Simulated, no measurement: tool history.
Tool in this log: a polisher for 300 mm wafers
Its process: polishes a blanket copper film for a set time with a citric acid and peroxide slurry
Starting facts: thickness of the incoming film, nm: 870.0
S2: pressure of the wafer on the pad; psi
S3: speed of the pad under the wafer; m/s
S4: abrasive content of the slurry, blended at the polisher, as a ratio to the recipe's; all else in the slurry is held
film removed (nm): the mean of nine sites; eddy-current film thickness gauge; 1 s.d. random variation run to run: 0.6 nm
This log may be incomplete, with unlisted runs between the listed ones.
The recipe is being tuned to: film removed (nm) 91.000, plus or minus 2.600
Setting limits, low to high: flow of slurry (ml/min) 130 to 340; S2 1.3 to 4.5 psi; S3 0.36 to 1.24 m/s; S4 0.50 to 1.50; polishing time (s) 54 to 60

run 1 hour=0.0 | flow_of_slurry_(ml/min)=220 S2=2.9 S3=0.80 S4=1.00 polishing_time_(s)=60 | film_removed_(nm)=119.060
run 2 hour=2.6 | flow_of_slurry_(ml/min)=215 S2=2.7 S3=0.80 S4=1.00 polishing_time_(s)=60 | film_removed_(nm)=111.040
run 3 hour=6.2 | flow_of_slurry_(ml/min)=215 S2=2.7 S3=0.72 S4=1.00 polishing_time_(s)=60 | film_removed_(nm)=100.550
run 4 hour=8.8 | flow_of_slurry_(ml/min)=215 S2=2.7 S3=0.88 S4=1.00 polishing_time_(s)=60 | film_removed_(nm)=122.280
run 5 hour=9.5 | flow_of_slurry_(ml/min)=210 S2=2.5 S3=0.88 S4=1.00 polishing_time_(s)=60 | film_removed_(nm)=115.630
run 6 hour=17.3 | flow_of_slurry_(ml/min)=210 S2=2.5 S3=0.88 S4=1.00 polishing_time_(s)=60 | film_removed_(nm)=114.830
run 7 hour=19.1 | flow_of_slurry_(ml/min)=210 S2=2.5 S3=0.88 S4=1.00 polishing_time_(s)=60 | film_removed_(nm)=114.010
run 8 hour=26.2 | flow_of_slurry_(ml/min)=205 S2=2.3 S3=0.88 S4=1.00 polishing_time_(s)=60 | film_removed_(nm)=105.870
run 9 hour=32.7 | flow_of_slurry_(ml/min)=200 S2=2.2 S3=0.88 S4=1.00 polishing_time_(s)=60 | film_removed_(nm)=102.200
run 10 hour=37.4 | flow_of_slurry_(ml/min)=195 S2=2.1 S3=0.88 S4=1.00 polishing_time_(s)=60 | film_removed_(nm)=98.056
run 11 hour=42.4 | flow_of_slurry_(ml/min)=190 S2=2.1 S3=0.88 S4=1.00 polishing_time_(s)=60 | film_removed_(nm)=99.135
run 12 hour=49.4 | flow_of_slurry_(ml/min)=190 S2=1.8 S3=0.88 S4=1.00 polishing_time_(s)=60 | film_removed_(nm)=86.084

Which one of the following 5 next-run settings gets every result inside its allowed miss? There is exactly one.
run A hour=56.4 | flow_of_slurry_(ml/min)=235 S2=1.5 S3=1.02 S4=1.05 polishing_time_(s)=54 | film_removed_(nm)=?
run B hour=56.4 | flow_of_slurry_(ml/min)=140 S2=1.7 S3=1.14 S4=0.95 polishing_time_(s)=55 | film_removed_(nm)=?
run C hour=56.4 | flow_of_slurry_(ml/min)=170 S2=1.7 S3=0.92 S4=0.95 polishing_time_(s)=60 | film_removed_(nm)=?
run D hour=56.4 | flow_of_slurry_(ml/min)=205 S2=1.9 S3=0.86 S4=1.05 polishing_time_(s)=57 | film_removed_(nm)=?
run E hour=56.4 | flow_of_slurry_(ml/min)=220 S2=1.9 S3=0.74 S4=1.00 polishing_time_(s)=60 | film_removed_(nm)=?

move=A film_removed_(nm)=80.533
move=B film_removed_(nm)=90.035
move=C film_removed_(nm)=83.072
move=D film_removed_(nm)=84.984
move=E film_removed_(nm)=77.383
A: its largest miss is bigger than the last run's
B: all results in spec
C: its largest miss is bigger than the last run's
D: its largest miss is bigger than the last run's
E: its largest miss is bigger than the last run's
Go with B: it meets all targets.
